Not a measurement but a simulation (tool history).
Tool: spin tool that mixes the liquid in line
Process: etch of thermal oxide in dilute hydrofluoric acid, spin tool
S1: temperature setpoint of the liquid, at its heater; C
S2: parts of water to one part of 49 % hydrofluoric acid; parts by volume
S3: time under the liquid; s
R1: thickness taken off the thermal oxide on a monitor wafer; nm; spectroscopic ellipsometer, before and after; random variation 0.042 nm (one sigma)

| run | hour | S1 | S2 | S3 | R1 |
|---|---|---|---|---|---|
| 1 | 0.0 | 25.0 | 235 | 325 | 5.8459 |
| 2 | 5.6 | 28.0 | 235 | 325 | 6.5681 |
| 3 | 12.4 | 28.0 | 235 | 325 | 6.5805 |
| 4 | 17.3 | 28.0 | 235 | 345 | 6.8334 |
| 5 | 23.4 | 26.5 | 245 | 345 | 6.4317 |
| 6 | 25.5 | 23.5 | 245 | 345 | 5.6041 |
| 7 | 27.4 | 19.5 | 275 | 345 | 4.1911 |
| 8 | 34.4 | 19.0 | 275 | 345 | 4.1179 |

Run 9 comes next. What will it give?
| 9 | 41.4 | 18.5 | 275 | 345 | ? |

{"run 9": {"R1": 4.0669}}
